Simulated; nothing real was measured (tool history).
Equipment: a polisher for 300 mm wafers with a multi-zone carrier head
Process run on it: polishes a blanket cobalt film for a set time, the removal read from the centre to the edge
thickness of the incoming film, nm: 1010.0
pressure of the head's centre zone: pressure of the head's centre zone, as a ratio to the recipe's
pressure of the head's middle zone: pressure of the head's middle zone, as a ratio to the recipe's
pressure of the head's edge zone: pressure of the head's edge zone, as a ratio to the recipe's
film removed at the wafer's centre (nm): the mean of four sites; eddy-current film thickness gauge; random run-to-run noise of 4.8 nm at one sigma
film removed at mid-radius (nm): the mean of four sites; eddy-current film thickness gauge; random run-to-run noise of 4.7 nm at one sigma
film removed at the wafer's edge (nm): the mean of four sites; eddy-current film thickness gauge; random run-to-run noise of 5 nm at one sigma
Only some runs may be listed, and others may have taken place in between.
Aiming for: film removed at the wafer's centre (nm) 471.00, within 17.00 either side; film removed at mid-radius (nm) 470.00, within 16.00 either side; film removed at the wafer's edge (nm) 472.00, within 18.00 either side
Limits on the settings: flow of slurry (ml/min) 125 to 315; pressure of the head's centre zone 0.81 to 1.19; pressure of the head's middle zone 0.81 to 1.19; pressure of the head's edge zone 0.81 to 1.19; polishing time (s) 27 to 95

run  hour  flow of slurry (ml/min)  pressure of the head's centre zone  pressure of the head's middle zone  pressure of the head's edge zone  polishing time (s)  film removed at the wafer's centre (nm)  film removed at mid-radius (nm)  film removed at the wafer's edge (nm)
  1   0.0                      205                                1.00                                1.00                              1.00                  61                                   331.31                           337.89                                 337.60
  2   2.7                      205                                1.00                                1.00                              1.00                  48                                   257.00                           268.19                                 266.47
  3   5.0                      205                                0.96                                1.00                              1.00                  48                                   248.65                           268.50                                 267.55
  4   6.8                      205                                0.96                                1.00                              1.00                  43                                   223.75                           239.90                                 234.25
  5  15.1                      240                                0.96                                1.00                              1.00                  43                                   230.15                           245.29                                 243.20
  6  19.8                      245                                1.00                                1.03                              1.04                  51                                   287.67                           300.37                                 292.98
  7  25.9                      245                                1.01                                1.04                              1.07                  57                                   318.10                           334.88                                 331.53
  8  30.9                      245                                1.04                                1.05                              1.09                  62                                   363.20                           364.03                                 366.08
  9  33.7                      245                                1.05                                1.07                              1.11                  65                                   383.72                           395.47                                 385.01
 10  42.2                      250                                1.06                                1.07                              1.13                  68                                   402.96                           415.55                                 407.10
 11  43.0                      255                                1.07                                1.07                              1.14                  70                                   423.39                           432.24                                 421.63
 12  47.1                      255                                1.07                                1.06                              1.15                  72                                   433.27                           431.71                                 444.04

Exercise: of the 5 proposed moves below, exactly one satisfies all targets within the stated allowed misses. Which move is it?
  A  51.2                      285                                1.19                                1.00                              1.16                  68                                        ?                                ?                                      ?
  B  51.2                      265                                1.19                                0.86                              1.15                  74                                        ?                                ?                                      ?
  C  51.2                      295                                1.05                                0.91                              1.19                  75                                        ?                                ?                                      ?
  D  51.2                      285                                1.19                                0.87                              1.12                  73                                        ?                                ?                                      ?
  E  51.2                      280                                1.06                                1.06                              1.12                  78                                        ?                                ?                                      ?

move  film removed at the wafer's centre (nm)  film removed at mid-radius (nm)  film removed at the wafer's edge (nm)
   A                                   461.64                           397.46                                 417.85
   B                                   497.50                           386.47                                 450.67
   C                                   450.43                           412.18                                 468.65
   D                                   495.21                           387.39                                 441.42
   E                                   470.49                           474.75                                 469.97
A: misses by more than the last run did
B: misses by more than the last run did
C: misses by more than the last run did
D: misses by more than the last run did
E: every result within its allowed miss
The move that meets every target is E.

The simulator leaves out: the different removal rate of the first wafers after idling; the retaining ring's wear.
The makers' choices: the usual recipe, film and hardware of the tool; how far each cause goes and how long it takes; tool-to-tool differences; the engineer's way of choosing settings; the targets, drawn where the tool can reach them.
